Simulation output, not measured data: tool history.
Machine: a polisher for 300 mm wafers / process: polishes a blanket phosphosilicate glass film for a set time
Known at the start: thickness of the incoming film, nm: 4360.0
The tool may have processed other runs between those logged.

run	hour	flow of slurry (ml/min)	pressure of the wafer on the pad (psi)	speed of the pad under the wafer (cm/s)	abrasive content of the slurry	polishing time (s)	film removed (Å)
1	0	135	4.1	76	1	24	2042.2
2	6.5	135	4.4	76	1	24	2084.7
3	9.8	135	4.4	82	1	24	2216.4
4	15.6	135	3.7	82	1	24	2006.9
5	22	135	3.7	64	1	24	1602.9
6	23.8	120	3.7	64	1	24	1586.2
7	32	120	4.4	66	1	24	1858.6

For run 8, what comes out?
8	36.4	120	4.9	68	1	24	?

film removed (Å): 2012.5

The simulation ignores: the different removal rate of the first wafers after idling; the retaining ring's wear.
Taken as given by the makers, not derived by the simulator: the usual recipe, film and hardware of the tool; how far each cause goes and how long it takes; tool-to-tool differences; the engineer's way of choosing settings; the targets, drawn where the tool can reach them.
